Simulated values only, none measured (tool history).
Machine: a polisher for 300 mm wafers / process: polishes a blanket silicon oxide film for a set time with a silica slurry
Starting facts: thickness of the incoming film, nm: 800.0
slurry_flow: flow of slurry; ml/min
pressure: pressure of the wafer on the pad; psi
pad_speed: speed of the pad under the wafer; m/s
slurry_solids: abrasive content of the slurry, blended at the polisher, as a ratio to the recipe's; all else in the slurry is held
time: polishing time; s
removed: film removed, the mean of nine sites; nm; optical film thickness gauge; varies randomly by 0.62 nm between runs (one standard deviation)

| run | hour | slurry_flow | pressure | pad_speed | slurry_solids | time | removed |
|---|---|---|---|---|---|---|---|
| 1 | 0 | 305 | 4 | 1.1 | 1 | 31 | 91.509 |
| 2 | 8.2 | 305 | 3.7 | 1.1 | 1 | 31 | 86.862 |
| 3 | 11.2 | 305 | 3.7 | 1.1 | 0.9 | 31 | 81.753 |
| 4 | 18.8 | 365 | 3.7 | 1.1 | 0.9 | 31 | 84.402 |
| 5 | 25.1 | 365 | 3.7 | 1.1 | 0.9 | 31 | 83.776 |
| 6 | 28.9 | 320 | 3.7 | 1.1 | 0.9 | 31 | 82.217 |
| 7 | 29.4 | 320 | 3.4 | 1.1 | 0.9 | 31 | 75.745 |
| 8 | 37.7 | 315 | 3.2 | 1.1 | 0.9 | 31 | 72.478 |
| 9 | 39.9 | 315 | 3.1 | 1.1 | 0.9 | 31 | 70.954 |

For run 10, what comes out?
| 10 | 40.4 | 315 | 3 | 1.1 | 0.9 | 31 | ? |

removed: 68.144 nm
